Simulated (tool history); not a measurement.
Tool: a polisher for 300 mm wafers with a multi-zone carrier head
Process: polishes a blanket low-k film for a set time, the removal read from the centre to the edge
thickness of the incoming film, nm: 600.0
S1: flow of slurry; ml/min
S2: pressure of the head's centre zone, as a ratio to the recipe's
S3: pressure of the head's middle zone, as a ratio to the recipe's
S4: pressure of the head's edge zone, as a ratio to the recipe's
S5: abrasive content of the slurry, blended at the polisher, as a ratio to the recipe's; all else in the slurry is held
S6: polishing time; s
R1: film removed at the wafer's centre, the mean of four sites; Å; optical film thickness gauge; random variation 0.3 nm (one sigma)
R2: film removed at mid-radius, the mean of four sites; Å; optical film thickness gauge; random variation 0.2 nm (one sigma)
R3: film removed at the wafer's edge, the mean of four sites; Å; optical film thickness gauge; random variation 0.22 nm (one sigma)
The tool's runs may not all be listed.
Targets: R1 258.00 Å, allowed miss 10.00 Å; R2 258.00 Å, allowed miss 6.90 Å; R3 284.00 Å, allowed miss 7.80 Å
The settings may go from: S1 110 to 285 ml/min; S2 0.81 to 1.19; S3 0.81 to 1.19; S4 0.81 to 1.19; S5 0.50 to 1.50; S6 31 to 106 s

run 1 hour=0.0 | S1=180 S2=1.00 S3=1.00 S4=1.00 S5=1.00 S6=68 | R1=183.40 R2=181.83 R3=177.85
run 2 hour=7.2 | S1=185 S2=0.99 S3=0.99 S4=1.04 S5=1.10 S6=70 | R1=196.79 R2=193.00 R3=200.33
run 3 hour=8.3 | S1=185 S2=0.99 S3=0.99 S4=1.04 S5=1.10 S6=64 | R1=182.11 R2=178.82 R3=179.87
run 4 hour=10.9 | S1=185 S2=0.99 S3=0.99 S4=1.04 S5=1.10 S6=73 | R1=202.68 R2=203.65 R3=207.01
run 5 hour=17.0 | S1=190 S2=0.99 S3=0.99 S4=1.07 S5=1.20 S6=73 | R1=212.93 R2=212.65 R3=220.63
run 6 hour=25.9 | S1=190 S2=0.99 S3=0.99 S4=1.07 S5=1.20 S6=89 | R1=264.58 R2=257.55 R3=267.35
run 7 hour=29.1 | S1=190 S2=0.98 S3=0.99 S4=1.09 S5=1.20 S6=89 | R1=258.05 R2=259.99 R3=272.93
run 8 hour=34.1 | S1=190 S2=0.98 S3=0.98 S4=1.10 S5=1.20 S6=89 | R1=258.61 R2=257.98 R3=267.77

Which of these 5 next moves meets every target?
run A hour=39.1 | S1=190 S2=0.94 S3=0.93 S4=1.11 S5=1.45 S6=85 | R1=? R2=? R3=?
run B hour=39.1 | S1=200 S2=1.01 S3=0.99 S4=1.08 S5=0.95 S6=97 | R1=? R2=? R3=?
run C hour=39.1 | S1=195 S2=1.02 S3=1.09 S4=1.06 S5=0.90 S6=99 | R1=? R2=? R3=?
run D hour=39.1 | S1=155 S2=1.01 S3=0.99 S4=1.07 S5=0.95 S6=103 | R1=? R2=? R3=?
run E hour=39.1 | S1=210 S2=1.02 S3=1.08 S4=1.04 S5=1.05 S6=89 | R1=? R2=? R3=?

move=A R1=260.86 R2=255.29 R3=280.07
move=B R1=266.01 R2=252.65 R3=260.92
move=C R1=265.15 R2=267.24 R3=255.06
move=D R1=268.27 R2=256.28 R3=266.73
move=E R1=261.91 R2=261.87 R3=248.56
A: meets every target
B: further off than the last run
C: further off than the last run
D: further off than the last run
E: further off than the last run
Move A is the one to make.
